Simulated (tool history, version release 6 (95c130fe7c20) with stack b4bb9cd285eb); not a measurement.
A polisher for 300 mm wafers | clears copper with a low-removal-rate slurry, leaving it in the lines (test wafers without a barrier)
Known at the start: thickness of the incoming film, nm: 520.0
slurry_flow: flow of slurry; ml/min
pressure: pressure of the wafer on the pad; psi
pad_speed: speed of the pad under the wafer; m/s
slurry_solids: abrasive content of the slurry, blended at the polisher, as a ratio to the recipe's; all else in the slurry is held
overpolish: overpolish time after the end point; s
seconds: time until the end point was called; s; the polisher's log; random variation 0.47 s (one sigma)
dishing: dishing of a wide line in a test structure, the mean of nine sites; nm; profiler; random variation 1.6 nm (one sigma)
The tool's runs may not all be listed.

run 1 hour=0.0 | slurry_flow=170 pressure=3.1 pad_speed=1.40 slurry_solids=1.00 overpolish=26 | seconds=102.080 dishing=54.366
run 2 hour=6.8 | slurry_flow=170 pressure=3.1 pad_speed=1.40 slurry_solids=0.80 overpolish=26 | seconds=106.340 dishing=47.411
run 3 hour=7.6 | slurry_flow=175 pressure=3.6 pad_speed=1.40 slurry_solids=0.80 overpolish=26 | seconds=91.696 dishing=55.787
run 4 hour=12.7 | slurry_flow=180 pressure=3.9 pad_speed=1.42 slurry_solids=0.75 overpolish=23 | seconds=85.269 dishing=53.263
run 5 hour=14.2 | slurry_flow=180 pressure=4.2 pad_speed=1.46 slurry_solids=0.75 overpolish=23 | seconds=77.435 dishing=55.252
run 6 hour=17.1 | slurry_flow=180 pressure=3.6 pad_speed=1.46 slurry_solids=0.75 overpolish=23 | seconds=88.775 dishing=51.645
run 7 hour=25.4 | slurry_flow=190 pressure=3.9 pad_speed=1.48 slurry_solids=0.75 overpolish=23 | seconds=80.312 dishing=53.983
run 8 hour=32.1 | slurry_flow=200 pressure=4.2 pad_speed=1.48 slurry_solids=0.75 overpolish=23 | seconds=74.231 dishing=58.413

The next listed run, before its measurement:
run 9 hour=37.8 | slurry_flow=205 pressure=4.4 pad_speed=1.50 slurry_solids=0.75 overpolish=23 | seconds=? dishing=?

seconds: 69.825 s
dishing: 56.073 nm
